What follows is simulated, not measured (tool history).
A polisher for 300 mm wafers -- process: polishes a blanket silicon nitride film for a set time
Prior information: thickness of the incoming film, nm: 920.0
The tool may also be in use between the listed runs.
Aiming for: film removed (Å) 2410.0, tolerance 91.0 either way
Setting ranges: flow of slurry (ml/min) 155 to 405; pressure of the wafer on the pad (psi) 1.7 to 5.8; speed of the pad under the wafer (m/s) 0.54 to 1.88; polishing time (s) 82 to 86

run,hour,flow of slurry (ml/min),pressure of the wafer on the pad (psi),speed of the pad under the wafer (m/s),polishing time (s),film removed (Å)
1,0.0,260,3.7,1.20,82,1555.4
2,1.5,260,4.4,1.20,82,1782.1
3,6.5,230,4.4,1.20,82,1797.9
4,8.5,230,4.7,1.20,82,1889.9
5,15.3,230,4.9,1.20,82,1923.6
6,22.0,230,4.1,1.20,82,1721.7
7,27.6,230,4.4,1.22,82,1799.5
8,36.3,230,4.7,1.24,82,1936.8
# hour 45.1: worn pad replaced by a new one
9,45.1,230,4.9,1.26,82,2146.3

Next run, 5 choices. One meets every target within its allowed miss, the rest don't. Which?
A,53.9,255,4.9,1.32,86,?
B,53.9,230,4.5,1.12,82,?
C,53.9,280,5.5,1.00,84,?
D,53.9,245,4.6,0.98,82,?
E,53.9,220,5.0,1.00,82,?

move,film removed (Å)
A,2405.3
B,1936.0
C,2228.5
D,1842.8
E,1973.6
A: all results land within tolerance of their targets
B: its largest miss is bigger than the last run's
C: closer than the last run, but not yet in spec
D: its largest miss is bigger than the last run's
E: its largest miss is bigger than the last run's
Answer: A

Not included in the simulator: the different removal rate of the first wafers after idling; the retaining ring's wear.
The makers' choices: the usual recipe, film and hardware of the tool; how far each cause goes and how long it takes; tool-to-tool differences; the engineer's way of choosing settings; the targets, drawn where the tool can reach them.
